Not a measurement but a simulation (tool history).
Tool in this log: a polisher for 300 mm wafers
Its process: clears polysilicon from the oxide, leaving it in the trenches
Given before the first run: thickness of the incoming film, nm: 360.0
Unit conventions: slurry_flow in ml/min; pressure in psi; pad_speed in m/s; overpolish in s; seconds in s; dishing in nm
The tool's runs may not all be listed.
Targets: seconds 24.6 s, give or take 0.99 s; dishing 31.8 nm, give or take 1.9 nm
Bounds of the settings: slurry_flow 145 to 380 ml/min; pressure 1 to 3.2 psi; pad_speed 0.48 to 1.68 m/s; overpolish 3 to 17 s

run    day  slurry_flow  pressure  pad_speed  overpolish  seconds  dishing
  1      0          245       2.1       1.08           9   31.149   39.636
  2  0.329          245       2.1       1.08          12   30.749   41.577
  3  0.604          195       2.1       1.08          12   31.969   40.395
  4  0.633          195       2.1       1.26          12    28.41    40.95
      0.85  -- worn pad replaced by a new one
  5   0.85          230       2.1       1.26          12   25.832   42.179
  6  1.021          230       2.1       1.26          15   25.486   42.846
  7  1.083          240       2.2       1.26          11   23.746    41.25
  8  1.317          170         2       1.32           7    27.13   37.847
  9  1.504          165         2       1.34           6   26.652    36.44
 10  1.846          160         2       1.36           6   26.278    35.57
 11  2.067          160         2       1.38           6   26.658   35.852
 12  2.254          160         2        1.4           6   25.974   36.868
 13  2.583          150       2.1       1.36           4   26.222   31.037

Next run, 5 choices. One meets every target within its allowed miss, the rest don't. Which?
  A  2.912          155       2.3       1.28           4        ?        ?
  B  2.912          155       2.3       1.02           5        ?        ?
  C  2.912          170       1.9       1.34           6        ?        ?
  D  2.912          155       2.1       1.24           4        ?        ?
  E  2.912          185       2.3          1           5        ?        ?

move  seconds  dishing
   A   24.639   31.546
   B    28.32   32.738
   C   28.425   35.094
   D   27.464   29.945
   E   27.978   32.907
A: hits every target within its allowed miss
B: further off than the last run
C: further off than the last run
D: further off than the last run
E: further off than the last run
Correct choice: A, which meets every target
